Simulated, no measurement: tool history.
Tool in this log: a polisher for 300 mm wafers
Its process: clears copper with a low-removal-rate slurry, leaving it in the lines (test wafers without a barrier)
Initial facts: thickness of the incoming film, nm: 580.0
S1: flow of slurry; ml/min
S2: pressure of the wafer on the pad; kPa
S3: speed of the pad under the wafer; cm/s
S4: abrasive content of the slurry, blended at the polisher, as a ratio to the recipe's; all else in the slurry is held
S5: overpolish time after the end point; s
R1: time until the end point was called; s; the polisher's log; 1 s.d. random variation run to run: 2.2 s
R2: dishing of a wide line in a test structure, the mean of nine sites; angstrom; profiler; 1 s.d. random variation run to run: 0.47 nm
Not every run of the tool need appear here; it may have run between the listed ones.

{"run": 1, "day": 0.0, "S1": 260, "S2": 26.2, "S3": 132, "S4": 1, "S5": 29, "R1": 98.487, "R2": 991.87}
{"run": 2, "day": 0.2, "S1": 260, "S2": 26.2, "S3": 132, "S4": 1, "S5": 22, "R1": 95.159, "R2": 794.99}
{"run": 3, "day": 0.433, "S1": 260, "S2": 22.8, "S3": 132, "S4": 1, "S5": 22, "R1": 115.8, "R2": 722.42}
{"run": 4, "day": 0.629, "S1": 260, "S2": 22.8, "S3": 132, "S4": 1, "S5": 28, "R1": 109.66, "R2": 871.99}
{"run": 5, "day": 0.771, "S1": 260, "S2": 22.8, "S3": 132, "S4": 1, "S5": 16, "R1": 109.8, "R2": 566.35}
{"run": 6, "day": 0.85, "S1": 260, "S2": 22.8, "S3": 132, "S4": 1, "S5": 15, "R1": 110.95, "R2": 531.98}
{"run": 7, "day": 1.104, "S1": 260, "S2": 22.8, "S3": 132, "S4": 1, "S5": 14, "R1": 113.99, "R2": 497.67}

Expected results for the next run?
{"run": 8, "day": 1.475, "S1": 260, "S2": 22.8, "S3": 132, "S4": 1, "S5": 14, "R1": "?", "R2": "?"}

For run 8 the tool returned R1 110.15 s, R2 505.5 angstrom.

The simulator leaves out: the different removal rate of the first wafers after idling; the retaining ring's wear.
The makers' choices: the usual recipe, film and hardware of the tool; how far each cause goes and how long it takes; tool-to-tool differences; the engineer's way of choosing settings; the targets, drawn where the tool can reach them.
